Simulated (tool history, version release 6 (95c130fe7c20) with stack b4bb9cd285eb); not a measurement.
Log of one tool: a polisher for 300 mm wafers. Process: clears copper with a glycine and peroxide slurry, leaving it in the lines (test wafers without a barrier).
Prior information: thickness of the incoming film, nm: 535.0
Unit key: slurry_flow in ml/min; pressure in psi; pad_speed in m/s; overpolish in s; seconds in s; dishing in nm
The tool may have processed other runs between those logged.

run 1 hour=0 | slurry_flow=295 pressure=3 pad_speed=1.02 overpolish=23 | seconds=77.325 dishing=76.582
run 2 hour=6.5 | slurry_flow=295 pressure=3.3 pad_speed=1.02 overpolish=23 | seconds=75.874 dishing=77.421
run 3 hour=10.5 | slurry_flow=295 pressure=3.8 pad_speed=1.02 overpolish=23 | seconds=68.782 dishing=84.15
run 4 hour=19.4 | slurry_flow=295 pressure=3.8 pad_speed=1.02 overpolish=27 | seconds=69.316 dishing=87.15
run 5 hour=25 | slurry_flow=285 pressure=3.5 pad_speed=1 overpolish=25 | seconds=73.115 dishing=82.587
run 6 hour=31 | slurry_flow=290 pressure=3.2 pad_speed=0.98 overpolish=23 | seconds=77.577 dishing=77.39
run 7 hour=39.9 | slurry_flow=305 pressure=3 pad_speed=0.96 overpolish=21 | seconds=80.798 dishing=72.093
run 8 hour=42 | slurry_flow=320 pressure=2.8 pad_speed=0.94 overpolish=19 | seconds=81.454 dishing=65.701
run 9 hour=51 | slurry_flow=325 pressure=2.7 pad_speed=0.9 overpolish=18 | seconds=90.933 dishing=62.361
run 10 hour=54.4 | slurry_flow=340 pressure=2.5 pad_speed=0.9 overpolish=17 | seconds=92.567 dishing=56.402
run 11 hour=59.1 | slurry_flow=340 pressure=2.5 pad_speed=0.9 overpolish=17 | seconds=93.555 dishing=58.268
run 12 hour=66.5 | slurry_flow=350 pressure=2.4 pad_speed=0.9 overpolish=16 | seconds=93.118 dishing=54.274

Run 13 is up next; what results do you expect?
run 13 hour=68.1 | slurry_flow=355 pressure=2.3 pad_speed=0.9 overpolish=15 | seconds=? dishing=?

seconds: 97.579 s
dishing: 50.058 nm
